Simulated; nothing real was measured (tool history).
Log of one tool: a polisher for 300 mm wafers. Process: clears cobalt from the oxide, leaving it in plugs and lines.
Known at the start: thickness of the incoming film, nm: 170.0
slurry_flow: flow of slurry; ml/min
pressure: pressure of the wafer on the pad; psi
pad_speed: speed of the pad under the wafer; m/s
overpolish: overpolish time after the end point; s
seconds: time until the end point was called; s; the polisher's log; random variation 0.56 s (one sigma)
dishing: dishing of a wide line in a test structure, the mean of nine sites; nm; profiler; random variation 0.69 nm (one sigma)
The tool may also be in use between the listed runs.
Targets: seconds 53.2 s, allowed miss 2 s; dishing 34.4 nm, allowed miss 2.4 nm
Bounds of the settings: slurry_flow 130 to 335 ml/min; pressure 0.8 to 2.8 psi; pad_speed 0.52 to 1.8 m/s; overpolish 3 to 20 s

| run | hour | slurry_flow | pressure | pad_speed | overpolish | seconds | dishing |
|---|---|---|---|---|---|---|---|
| 1 | 0 | 215 | 1.8 | 1.16 | 10 | 44.737 | 26.305 |
| 2 | 9 | 215 | 1.6 | 1.16 | 10 | 48.743 | 25.14 |
| 3 | 14.4 | 215 | 1.6 | 1.16 | 12 | 49.042 | 29.367 |
| 4 | 18 | 215 | 1.6 | 1.26 | 12 | 46.756 | 29.883 |
| 5 | 26.8 | 215 | 1.6 | 1.52 | 12 | 41.251 | 31.713 |
| 6 | 35 | 215 | 1.9 | 1.52 | 12 | 34.966 | 35.666 |
| 7 | 40.6 | 215 | 1.7 | 1.5 | 13 | 39.218 | 33.992 |
| 8 | 45.4 | 215 | 1.6 | 1.48 | 14 | 41.445 | 33.497 |
| 9 | 54.2 | 205 | 1.1 | 1.44 | 19 | 59.591 | 32.188 |
| 10 | 58.6 | 210 | 1.1 | 1.44 | 19 | 59.774 | 33.401 |
|  | 65.7 | slurry nozzle cleaned |
| 11 | 65.7 | 215 | 1.1 | 1.44 | 19 | 57.111 | 33.492 |
| 12 | 68.5 | 220 | 1.1 | 1.44 | 19 | 56.948 | 34.141 |

5 next moves are on the table. One of them brings every result within its allowed miss. Which?
| A | 71.3 | 230 | 1.3 | 1.4 | 13 | ? | ? |
| B | 71.3 | 170 | 1.3 | 1.38 | 18 | ? | ? |
| C | 71.3 | 210 | 1.6 | 1.12 | 16 | ? | ? |
| D | 71.3 | 235 | 1.3 | 1.5 | 16 | ? | ? |
| E | 71.3 | 235 | 1 | 1.5 | 19 | ? | ? |

| move | seconds | dishing |
|---|---|---|
| A | 50.978 | 30.096 |
| B | 53.922 | 34.735 |
| C | 49.893 | 34.045 |
| D | 48.386 | 34.558 |
| E | 60.903 | 33.645 |
A: takes the result that was furthest off past its target
B: meets every target
C: takes the result that was furthest off past its target
D: takes the result that was furthest off past its target
E: further off than the last run
Answer: B

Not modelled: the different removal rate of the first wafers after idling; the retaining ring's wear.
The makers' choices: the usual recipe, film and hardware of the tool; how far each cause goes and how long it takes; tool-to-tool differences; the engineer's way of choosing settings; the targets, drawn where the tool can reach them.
